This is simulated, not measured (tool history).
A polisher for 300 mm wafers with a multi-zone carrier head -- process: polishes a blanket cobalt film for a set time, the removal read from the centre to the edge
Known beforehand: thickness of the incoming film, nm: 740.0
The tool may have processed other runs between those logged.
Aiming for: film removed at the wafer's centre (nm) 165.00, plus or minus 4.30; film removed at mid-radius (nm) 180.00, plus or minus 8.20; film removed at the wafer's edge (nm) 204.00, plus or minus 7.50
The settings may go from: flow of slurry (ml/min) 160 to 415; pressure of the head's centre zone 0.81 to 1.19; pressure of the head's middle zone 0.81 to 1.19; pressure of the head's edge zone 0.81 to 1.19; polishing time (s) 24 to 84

run	day	flow of slurry (ml/min)	pressure of the head's centre zone	pressure of the head's middle zone	pressure of the head's edge zone	polishing time (s)	film removed at the wafer's centre (nm)	film removed at mid-radius (nm)	film removed at the wafer's edge (nm)
1	0.000	265	1.00	1.00	1.00	54	238.29	231.82	243.33
2	0.254	255	0.96	0.98	0.99	52	223.70	227.67	235.16
3	0.458	250	0.93	0.95	1.01	49	199.11	202.95	217.47
4	0.633	245	0.90	0.93	1.02	49	193.38	200.60	222.25
5	0.896	240	0.88	0.92	1.01	48	185.63	194.30	218.47
6	1.033	240	0.93	0.92	1.01	48	195.47	195.20	214.22
7	1.221	235	0.90	0.91	1.01	47	186.26	187.91	211.96
8	1.471	230	0.88	0.91	1.00	47	179.94	192.05	215.21
9	1.512	230	0.87	0.91	1.00	46	173.28	186.87	204.98
10	1.775	220	0.86	0.90	1.00	46	169.54	178.89	205.29
# day 2.146: worn pad replaced by a new one
11	2.146	215	0.86	0.91	1.00	46	184.39	199.27	218.60

Below are 4 possible settings for the next run. Only one of them brings all results inside the allowed miss of their targets. Which is it?
A	2.517	195	0.95	0.85	1.03	47	?	?	?
B	2.517	285	0.81	0.86	0.93	43	?	?	?
C	2.517	170	0.90	0.97	0.84	49	?	?	?
D	2.517	165	0.95	0.91	1.04	51	?	?	?

move	film removed at the wafer's centre (nm)	film removed at mid-radius (nm)	film removed at the wafer's edge (nm)
A	203.16	186.93	227.12
B	166.18	179.33	203.47
C	197.83	214.29	212.56
D	215.96	210.60	243.99
A: moves away from the targets compared with the last run
B: all results land within tolerance of their targets
C: moves away from the targets compared with the last run
D: moves away from the targets compared with the last run
Correct choice: B, which meets every target
